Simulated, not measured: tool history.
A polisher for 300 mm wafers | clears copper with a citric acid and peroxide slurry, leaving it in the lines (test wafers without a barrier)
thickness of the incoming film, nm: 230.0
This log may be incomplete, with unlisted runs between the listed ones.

run,hour,flow of slurry (ml/min),pressure of the wafer on the pad (psi),speed of the pad under the wafer (m/s),abrasive content of the slurry,overpolish time after the end point (s),time until the end point was called (s),dishing of a wide line in a test structure (Å)
1,0.0,275,2.0,0.92,1.0,26,179.32,224.08
2,2.8,275,2.1,0.92,1.0,24,173.57,218.47
3,10.5,275,2.2,0.92,1.0,22,167.68,207.52
4,16.0,275,2.2,0.92,1.0,26,170.38,243.87
5,24.6,275,2.2,1.08,1.0,26,140.49,278.51
6,28.5,275,2.2,1.08,1.0,24,142.47,253.53
7,31.2,275,2.2,1.08,1.0,23,142.68,258.75

Run 8 is up next; what results do you expect?
8,34.4,275,2.2,1.08,1.0,21,?,?

time until the end point was called (s): 142.25
dishing of a wide line in a test structure (Å): 228.53

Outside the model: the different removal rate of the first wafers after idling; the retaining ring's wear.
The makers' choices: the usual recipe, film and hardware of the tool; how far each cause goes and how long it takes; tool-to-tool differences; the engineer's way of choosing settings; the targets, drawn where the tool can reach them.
